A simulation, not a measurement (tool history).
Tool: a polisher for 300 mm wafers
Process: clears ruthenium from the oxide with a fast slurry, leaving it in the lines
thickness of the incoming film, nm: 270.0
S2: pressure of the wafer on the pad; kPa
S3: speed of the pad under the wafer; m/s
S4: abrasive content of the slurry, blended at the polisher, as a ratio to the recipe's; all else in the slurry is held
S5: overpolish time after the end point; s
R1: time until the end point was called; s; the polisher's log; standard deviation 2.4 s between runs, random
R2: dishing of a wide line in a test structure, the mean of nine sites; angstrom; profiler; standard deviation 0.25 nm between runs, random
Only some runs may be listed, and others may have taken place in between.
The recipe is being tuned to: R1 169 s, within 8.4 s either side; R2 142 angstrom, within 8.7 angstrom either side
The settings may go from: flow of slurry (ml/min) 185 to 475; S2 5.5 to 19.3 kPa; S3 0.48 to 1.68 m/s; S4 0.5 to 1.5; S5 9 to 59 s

{"run": 1, "hour": 0.0, "flow of slurry (ml/min)": 305, "S2": 12.4, "S3": 1.08, "S4": 1, "S5": 30, "R1": 93.125, "R2": 621.25}
{"run": 2, "hour": 7.6, "flow of slurry (ml/min)": 305, "S2": 15.2, "S3": 1.08, "S4": 1, "S5": 30, "R1": 78.086, "R2": 754.41}
{"run": 3, "hour": 13.5, "flow of slurry (ml/min)": 305, "S2": 11.7, "S3": 1, "S4": 1, "S5": 23, "R1": 105.7, "R2": 457.32}
{"run": 4, "hour": 15.3, "flow of slurry (ml/min)": 300, "S2": 9.7, "S3": 0.98, "S4": 0.95, "S5": 18, "R1": 132.56, "R2": 297.09}
{"run": 5, "hour": 19.7, "flow of slurry (ml/min)": 300, "S2": 9.7, "S3": 1.1, "S4": 0.95, "S5": 18, "R1": 121.11, "R2": 313.18}
{"run": 6, "hour": 22.7, "flow of slurry (ml/min)": 360, "S2": 9.7, "S3": 1.1, "S4": 0.95, "S5": 18, "R1": 117.18, "R2": 315.95}
{"run": 7, "hour": 23.5, "flow of slurry (ml/min)": 395, "S2": 8.3, "S3": 1.12, "S4": 0.85, "S5": 15, "R1": 139.9, "R2": 231.75}
{"run": 8, "hour": 31.2, "flow of slurry (ml/min)": 420, "S2": 7.6, "S3": 1.16, "S4": 0.8, "S5": 13, "R1": 156.65, "R2": 177.09}
{"run": 9, "hour": 32.9, "flow of slurry (ml/min)": 420, "S2": 7.6, "S3": 1.18, "S4": 0.8, "S5": 12, "R1": 153.82, "R2": 168.67}
{"run": 10, "hour": 34.8, "flow of slurry (ml/min)": 420, "S2": 6.2, "S3": 1.18, "S4": 0.8, "S5": 9, "R1": 184.2, "R2": 108.71}
{"run": 11, "hour": 38.0, "flow of slurry (ml/min)": 420, "S2": 6.2, "S3": 1.16, "S4": 0.8, "S5": 10, "R1": 184.08, "R2": 117.71}

Consider the 5 candidate settings below. Which is the only one whose results all fall within their allowed miss of target?
{"run": "A", "hour": 41.2, "flow of slurry (ml/min)": 355, "S2": 7.6, "S3": 1.14, "S4": 0.75, "S5": 11, "R1": "?", "R2": "?"}
{"run": "B", "hour": 41.2, "flow of slurry (ml/min)": 475, "S2": 6.2, "S3": 1.18, "S4": 0.65, "S5": 15, "R1": "?", "R2": "?"}
{"run": "C", "hour": 41.2, "flow of slurry (ml/min)": 415, "S2": 6.2, "S3": 1.12, "S4": 0.8, "S5": 14, "R1": "?", "R2": "?"}
{"run": "D", "hour": 41.2, "flow of slurry (ml/min)": 415, "S2": 5.5, "S3": 1.34, "S4": 0.75, "S5": 14, "R1": "?", "R2": "?"}
{"run": "E", "hour": 41.2, "flow of slurry (ml/min)": 415, "S2": 7.6, "S3": 0.94, "S4": 0.75, "S5": 14, "R1": "?", "R2": "?"}

move=A R1=164.45 R2=147.64
move=B R1=208.48 R2=158.45
move=C R1=191.65 R2=160.8
move=D R1=193.96 R2=158.95
move=E R1=187.41 R2=164.32
A: in spec on every target
B: pushes the last run's worst result past its target
C: pushes the last run's worst result past its target
D: pushes the last run's worst result past its target
E: pushes the last run's worst result past its target
Correct choice: A, which meets every target
